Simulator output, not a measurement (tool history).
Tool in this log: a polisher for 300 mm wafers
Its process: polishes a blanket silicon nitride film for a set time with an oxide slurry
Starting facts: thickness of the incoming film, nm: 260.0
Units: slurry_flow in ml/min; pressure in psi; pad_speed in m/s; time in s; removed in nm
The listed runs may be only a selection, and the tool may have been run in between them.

run 1 hour=0.0 | slurry_flow=140 pressure=4.0 pad_speed=1.1 slurry_solids=1.0 time=22 | removed=12.226
run 2 hour=3.4 | slurry_flow=110 pressure=4.0 pad_speed=1.1 slurry_solids=1.0 time=22 | removed=11.453
run 3 hour=8.3 | slurry_flow=120 pressure=4.0 pad_speed=1.1 slurry_solids=1.0 time=22 | removed=11.871
run 4 hour=14.6 | slurry_flow=125 pressure=4.0 pad_speed=1.1 slurry_solids=1.0 time=22 | removed=11.951
run 5 hour=17.0 | slurry_flow=125 pressure=4.0 pad_speed=1.1 slurry_solids=0.8 time=22 | removed=10.305
run 6 hour=23.7 | slurry_flow=135 pressure=4.1 pad_speed=1.1 slurry_solids=0.8 time=22 | removed=10.852
run 7 hour=28.6 | slurry_flow=145 pressure=4.2 pad_speed=1.1 slurry_solids=0.8 time=22 | removed=11.185

The next listed run, before its measurement:
run 8 hour=32.7 | slurry_flow=165 pressure=5.0 pad_speed=1.1 slurry_solids=0.8 time=22 | removed=?

{"run 8": {"removed": 12.932}}

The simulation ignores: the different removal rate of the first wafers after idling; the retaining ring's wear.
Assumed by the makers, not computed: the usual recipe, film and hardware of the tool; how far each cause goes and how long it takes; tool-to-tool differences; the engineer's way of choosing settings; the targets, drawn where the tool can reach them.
